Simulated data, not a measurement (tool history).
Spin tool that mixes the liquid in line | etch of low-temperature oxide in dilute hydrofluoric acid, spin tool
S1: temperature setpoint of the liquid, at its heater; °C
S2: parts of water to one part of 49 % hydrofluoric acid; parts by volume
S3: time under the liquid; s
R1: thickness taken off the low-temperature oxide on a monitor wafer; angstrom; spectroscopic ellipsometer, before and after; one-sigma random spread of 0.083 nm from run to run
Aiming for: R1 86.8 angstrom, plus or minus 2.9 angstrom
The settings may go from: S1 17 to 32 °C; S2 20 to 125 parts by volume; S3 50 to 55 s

Run 1, hour 0: S1 24 °C, S2 70 parts by volume, S3 50 s. Result: R1 139.4 angstrom.
Run 2, hour 4.1: S1 24 °C, S2 70 parts by volume, S3 50 s. Result: R1 140.86 angstrom.
Run 3, hour 6.8: S1 21 °C, S2 70 parts by volume, S3 50 s. Result: R1 121.49 angstrom.
Run 4, hour 10.5: S1 20.5 °C, S2 70 parts by volume, S3 50 s. Result: R1 119.57 angstrom.
Run 5, hour 17.9: S1 20.5 °C, S2 70 parts by volume, S3 55 s. Result: R1 132.22 angstrom.
Run 6, hour 21.2: S1 24 °C, S2 70 parts by volume, S3 55 s. Result: R1 153.49 angstrom.
Run 7, hour 28.9: S1 20 °C, S2 95 parts by volume, S3 55 s. Result: R1 91.819 angstrom.
Run 8, hour 30.6: S1 19.5 °C, S2 95 parts by volume, S3 55 s. Result: R1 90.649 angstrom.

Consider the 5 candidate settings below. Which is the only one whose results all fall within their allowed miss of target?
Run A, hour 32.3: S1 18.5 °C, S2 80 parts by volume, S3 50 s. Result: R1 ?.
Run B, hour 32.3: S1 23 °C, S2 100 parts by volume, S3 55 s. Result: R1 ?.
Run C, hour 32.3: S1 20.5 °C, S2 85 parts by volume, S3 50 s. Result: R1 ?.
Run D, hour 32.3: S1 22 °C, S2 100 parts by volume, S3 50 s. Result: R1 ?.
Run E, hour 32.3: S1 19.5 °C, S2 85 parts by volume, S3 50 s. Result: R1 ?.

move      R1
   A  94.519
   B  97.776
   C  96.154
   D  85.388
   E  92.248
A: lands further from the targets than the last run did
B: lands further from the targets than the last run did
C: lands further from the targets than the last run did
D: all results in spec
E: lands further from the targets than the last run did
Move D is the one to make.

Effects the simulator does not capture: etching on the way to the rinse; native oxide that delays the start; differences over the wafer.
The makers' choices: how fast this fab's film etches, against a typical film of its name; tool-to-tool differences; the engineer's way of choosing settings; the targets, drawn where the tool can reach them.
